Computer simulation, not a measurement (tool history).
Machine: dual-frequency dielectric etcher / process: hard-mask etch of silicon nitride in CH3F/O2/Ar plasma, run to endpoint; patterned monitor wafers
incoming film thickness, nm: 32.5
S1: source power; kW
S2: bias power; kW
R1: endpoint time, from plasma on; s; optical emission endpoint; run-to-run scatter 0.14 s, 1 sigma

run 1 day=0 | S1=0.37 S2=0.077 | R1=43.005
run 2 day=0.325 | S1=0.37 S2=0.07 | R1=44.568
run 3 day=0.662 | S1=0.37 S2=0.058 | R1=47.888
run 4 day=0.804 | S1=0.39 S2=0.061 | R1=45.916
run 5 day=0.962 | S1=0.4 S2=0.063 | R1=44.854
run 6 day=1.175 | S1=0.45 S2=0.063 | R1=43.797
run 7 day=1.338 | S1=0.46 S2=0.066 | R1=42.409
run 8 day=1.517 | S1=0.47 S2=0.068 | R1=41.684
run 9 day=1.583 | S1=0.47 S2=0.07 | R1=41.183
run 10 day=1.929 | S1=0.47 S2=0.072 | R1=40.755
run 11 day=2.108 | S1=0.47 S2=0.074 | R1=40.258
run 12 day=2.346 | S1=0.47 S2=0.075 | R1=40.069
run 13 day=2.642 | S1=0.47 S2=0.076 | R1=39.832
run 14 day=2.704 | S1=0.47 S2=0.077 | R1=39.693

Run 15, settings as shown, results not yet in. Your forecast:
run 15 day=3.046 | S1=0.47 S2=0.078 | R1=?

Run 15 yielded R1 39.801 s.
